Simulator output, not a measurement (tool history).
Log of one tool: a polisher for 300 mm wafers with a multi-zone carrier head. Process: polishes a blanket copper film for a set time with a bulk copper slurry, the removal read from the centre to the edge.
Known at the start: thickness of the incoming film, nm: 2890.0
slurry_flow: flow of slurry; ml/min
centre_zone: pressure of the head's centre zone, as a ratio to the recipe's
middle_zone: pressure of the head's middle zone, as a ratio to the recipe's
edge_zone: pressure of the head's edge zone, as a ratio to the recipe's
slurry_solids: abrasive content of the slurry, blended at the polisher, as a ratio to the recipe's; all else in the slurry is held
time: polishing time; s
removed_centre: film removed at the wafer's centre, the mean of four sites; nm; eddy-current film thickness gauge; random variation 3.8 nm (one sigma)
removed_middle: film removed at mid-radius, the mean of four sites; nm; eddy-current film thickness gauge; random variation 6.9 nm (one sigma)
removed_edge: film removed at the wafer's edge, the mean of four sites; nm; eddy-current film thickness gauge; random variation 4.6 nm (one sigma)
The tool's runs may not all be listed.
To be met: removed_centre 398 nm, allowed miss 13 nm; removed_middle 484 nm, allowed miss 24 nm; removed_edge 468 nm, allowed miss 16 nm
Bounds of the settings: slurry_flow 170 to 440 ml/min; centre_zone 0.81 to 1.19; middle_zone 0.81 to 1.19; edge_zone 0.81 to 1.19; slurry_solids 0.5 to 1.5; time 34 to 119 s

run,hour,slurry_flow,centre_zone,middle_zone,edge_zone,slurry_solids,time,removed_centre,removed_middle,removed_edge
1,0,280,1,1,1,1,76,555.17,550,541.84
2,5.2,280,1,1,0.94,1,76,558.38,558.46,533.57
3,7.9,280,1,1,0.9,1,76,550.94,533.07,537.98
4,10.1,280,1,1.04,0.9,1,76,546.7,569.43,535.4
5,16.6,335,1,1.04,0.9,1,76,557.41,584.32,541.22
6,22.1,330,0.97,1.03,0.9,0.95,75,534.37,556.87,531.02
7,27.7,285,0.87,1.12,0.95,0.7,68,421.39,515.09,467.07
8,31.1,280,0.86,1.11,0.95,0.7,68,414.08,509.79,457.91
9,35.5,280,0.85,1.1,0.96,0.7,68,415.44,492.79,450.56

Which of these 5 next moves meets every target?
A,39.9,345,0.81,1.14,0.92,0.55,67,?,?,?
B,39.9,295,0.93,1.02,0.97,0.7,68,?,?,?
C,39.9,375,0.83,1.13,0.88,0.85,68,?,?,?
D,39.9,285,0.86,1.1,0.91,0.75,64,?,?,?
E,39.9,270,0.83,1.09,1.11,0.8,66,?,?,?

move,removed_centre,removed_middle,removed_edge
A,387.66,495.36,445.78
B,439.71,462.38,467.68
C,425.11,529.31,473.01
D,392.37,466.39,433.62
E,394.7,478.08,478.05
A: brings the result that was furthest off to its target, and leaves another outside
B: further off than the last run
C: further off than the last run
D: brings the result that was furthest off to its target, and leaves another outside
E: meets every target
The right move is E.

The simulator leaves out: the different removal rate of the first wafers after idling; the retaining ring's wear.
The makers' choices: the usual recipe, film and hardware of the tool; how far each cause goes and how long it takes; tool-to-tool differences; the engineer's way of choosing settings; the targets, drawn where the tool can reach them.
